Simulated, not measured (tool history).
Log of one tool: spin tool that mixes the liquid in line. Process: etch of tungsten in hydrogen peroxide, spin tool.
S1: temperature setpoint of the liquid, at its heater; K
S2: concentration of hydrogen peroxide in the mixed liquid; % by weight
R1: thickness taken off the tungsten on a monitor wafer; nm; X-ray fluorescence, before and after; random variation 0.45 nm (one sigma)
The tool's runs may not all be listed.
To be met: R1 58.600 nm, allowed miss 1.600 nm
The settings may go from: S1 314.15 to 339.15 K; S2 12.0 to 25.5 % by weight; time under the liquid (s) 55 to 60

Run 1, hour 0.0: S1 330.15 K, S2 17.5 % by weight, time under the liquid (s) 55. Result: R1 116.110 nm.
Run 2, hour 2.3: S1 330.15 K, S2 17.5 % by weight, time under the liquid (s) 55. Result: R1 117.560 nm.
Run 3, hour 9.8: S1 327.15 K, S2 17.5 % by weight, time under the liquid (s) 55. Result: R1 98.527 nm.
Run 4, hour 11.7: S1 327.15 K, S2 19.0 % by weight, time under the liquid (s) 55. Result: R1 101.510 nm.
Run 5, hour 20.2: S1 323.15 K, S2 19.0 % by weight, time under the liquid (s) 55. Result: R1 80.527 nm.
Run 6, hour 21.2: S1 323.15 K, S2 21.0 % by weight, time under the liquid (s) 55. Result: R1 83.642 nm.
Run 7, hour 22.6: S1 321.15 K, S2 21.0 % by weight, time under the liquid (s) 55. Result: R1 74.861 nm.
Run 8, hour 29.8: S1 319.65 K, S2 21.0 % by weight, time under the liquid (s) 55. Result: R1 67.521 nm.
Run 9, hour 32.2: S1 319.15 K, S2 21.0 % by weight, time under the liquid (s) 55. Result: R1 66.313 nm.
Run 10, hour 36.0: S1 316.65 K, S2 21.0 % by weight, time under the liquid (s) 55. Result: R1 56.482 nm.

Which of these 4 next moves meets every target?
Run A, hour 39.8: S1 317.15 K, S2 21.0 % by weight, time under the liquid (s) 55. Result: R1 ?.
Run B, hour 39.8: S1 315.65 K, S2 23.0 % by weight, time under the liquid (s) 55. Result: R1 ?.
Run C, hour 39.8: S1 315.65 K, S2 21.0 % by weight, time under the liquid (s) 55. Result: R1 ?.
Run D, hour 39.8: S1 316.15 K, S2 22.0 % by weight, time under the liquid (s) 55. Result: R1 ?.

move      R1
   A  57.852
   B  55.022
   C  52.575
   D  55.561
A: meets every target
B: further off than the last run
C: further off than the last run
D: further off than the last run
Move A is the one to make.
